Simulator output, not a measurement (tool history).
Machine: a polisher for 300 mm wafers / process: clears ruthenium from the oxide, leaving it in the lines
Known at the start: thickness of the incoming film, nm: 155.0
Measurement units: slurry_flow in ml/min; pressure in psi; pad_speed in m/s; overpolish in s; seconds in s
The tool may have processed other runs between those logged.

run,hour,slurry_flow,pressure,pad_speed,overpolish,seconds
1,0.0,235,2.8,1.1,11,92.842
2,1.2,235,2.9,1.1,11,91.814
3,4.9,235,3.0,1.1,11,86.766
4,8.0,235,3.0,1.0,11,94.192
5,15.2,270,3.0,1.0,11,93.859
6,16.7,270,3.0,1.0,8,93.060
7,20.6,270,3.1,1.0,8,91.485

Forecast run 8:
8,25.4,270,3.2,1.0,8,?

{"run 8": {"seconds": 88.112}}

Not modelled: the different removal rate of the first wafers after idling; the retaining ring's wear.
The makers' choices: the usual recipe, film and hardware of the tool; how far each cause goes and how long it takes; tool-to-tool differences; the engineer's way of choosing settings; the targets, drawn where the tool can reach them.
